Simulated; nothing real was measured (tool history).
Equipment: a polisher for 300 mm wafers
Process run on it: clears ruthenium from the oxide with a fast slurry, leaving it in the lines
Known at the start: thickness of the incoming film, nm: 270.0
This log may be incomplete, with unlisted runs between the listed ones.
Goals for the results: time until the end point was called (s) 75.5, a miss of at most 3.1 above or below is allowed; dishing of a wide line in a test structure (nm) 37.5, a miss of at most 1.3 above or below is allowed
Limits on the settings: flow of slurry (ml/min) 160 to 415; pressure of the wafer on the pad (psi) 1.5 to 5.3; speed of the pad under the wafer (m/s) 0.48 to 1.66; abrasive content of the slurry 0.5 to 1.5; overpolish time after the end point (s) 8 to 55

run  hour  flow of slurry (ml/min)  pressure of the wafer on the pad (psi)  speed of the pad under the wafer (m/s)  abrasive content of the slurry  overpolish time after the end point (s)  time until the end point was called (s)  dishing of a wide line in a test structure (nm)
  1     0                      265                                     3.4                                    1.06                               1                                       28                                   61.858                                           40.603
  2   8.9                      265                                     3.3                                    1.06                               1                                       27                                   63.799                                           39.824
  3  12.1                      265                                     3.3                                    1.06                               1                                       38                                   64.878                                           42.536
  4  16.6                      265                                     3.2                                    1.06                               1                                       35                                   66.603                                            42.34
  5  21.2                      265                                     2.4                                    1.06                               1                                       35                                   85.838                                           39.371
  6    22                      265                                     2.5                                    1.06                               1                                       33                                   84.226                                           38.508
  7  23.4                      265                                     2.6                                    1.06                               1                                       32                                   81.835                                           39.499
  8  26.2                      265                                     2.6                                    1.06                               1                                       30                                   80.453                                           38.366
  9  30.3                      265                                     2.6                                    1.06                               1                                       29                                   82.234                                           38.224
 10  33.6                      265                                     2.6                                    1.06                               1                                       28                                   81.595                                           38.569
 11  37.6                      265                                     2.6                                    1.06                               1                                       26                                   80.933                                           37.094

4 candidate next runs follow, results not yet known. Just one meets every target within its allowed miss. Identify it.
  A  41.6                      250                                     3.7                                     0.8                               1                                       24                                        ?                                                ?
  B  41.6                      270                                     2.4                                     1.1                               1                                       27                                        ?                                                ?
  C  41.6                      270                                     2.4                                     1.1                            1.05                                       27                                        ?                                                ?
  D  41.6                      270                                     2.6                                     1.1                            0.95                                       27                                        ?                                                ?

move  time until the end point was called (s)  dishing of a wide line in a test structure (nm)
   A                                   74.174                                           36.983
   B                                   83.954                                           36.907
   C                                   81.291                                           37.305
   D                                   80.612                                           37.407
A: each result inside its tolerance
B: the biggest miss grows against the last run
C: the biggest miss grows against the last run
D: nearer than the last run, and not there yet
The move that meets every target is A.

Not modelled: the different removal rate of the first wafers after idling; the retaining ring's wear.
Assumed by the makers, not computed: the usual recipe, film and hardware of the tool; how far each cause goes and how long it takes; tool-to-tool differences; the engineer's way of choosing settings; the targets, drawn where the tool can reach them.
